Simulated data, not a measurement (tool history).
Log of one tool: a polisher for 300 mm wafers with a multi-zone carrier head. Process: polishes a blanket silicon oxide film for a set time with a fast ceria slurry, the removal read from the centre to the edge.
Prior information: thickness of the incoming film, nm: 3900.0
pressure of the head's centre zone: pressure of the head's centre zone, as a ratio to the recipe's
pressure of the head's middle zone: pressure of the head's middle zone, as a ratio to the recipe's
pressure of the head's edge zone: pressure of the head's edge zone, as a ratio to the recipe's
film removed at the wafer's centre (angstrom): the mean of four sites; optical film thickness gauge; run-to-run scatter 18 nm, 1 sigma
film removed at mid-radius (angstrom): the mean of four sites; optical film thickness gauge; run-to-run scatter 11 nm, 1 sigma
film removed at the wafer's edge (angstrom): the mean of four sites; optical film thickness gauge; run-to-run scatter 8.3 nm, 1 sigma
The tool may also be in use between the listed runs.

run  hour  flow of slurry (ml/min)  pressure of the head's centre zone  pressure of the head's middle zone  pressure of the head's edge zone  polishing time (s)  film removed at the wafer's centre (angstrom)  film removed at mid-radius (angstrom)  film removed at the wafer's edge (angstrom)
  1     0                      195                                   1                                   1                                 1                  56                                          11749                                  11669                                        11377
  2   1.5                      195                                   1                                   1                              1.06                  56                                          12022                                  11838                                        11692
  3   2.1                      195                                   1                                0.95                              1.06                  56                                          11610                                  11254                                        11816
  4  10.5                      195                                   1                                1.04                              1.06                  56                                          11884                                  12062                                        11643
  5  11.3                      205                                1.02                                1.03                              1.07                  56                                          12149                                  12084                                        11894
  6    14                      205                                1.04                                1.02                              1.05                  57                                          12338                                  12340                                        11984
     17.5  -- worn pad replaced by a new one
  7  17.5                      195                                1.06                                   1                              1.02                  59                                          14089                                  13253                                        13183
  8  22.9                      185                                1.07                                0.99                                 1                  59                                          14111                                  13213                                        12796
  9  27.1                      180                                1.08                                0.97                              0.99                  59                                          13943                                  12887                                        12822
 10    30                      185                                1.09                                0.96                              0.97                  59                                          14683                                  12930                                        12692

Expected results for the next run?
 11  37.5                      185                                1.09                                0.96                              0.97                  59                                              ?                                      ?                                            ?

{"run 11": {"film removed at the wafer's centre (angstrom)": 14206, "film removed at mid-radius (angstrom)": 12840, "film removed at the wafer's edge (angstrom)": 12577}}
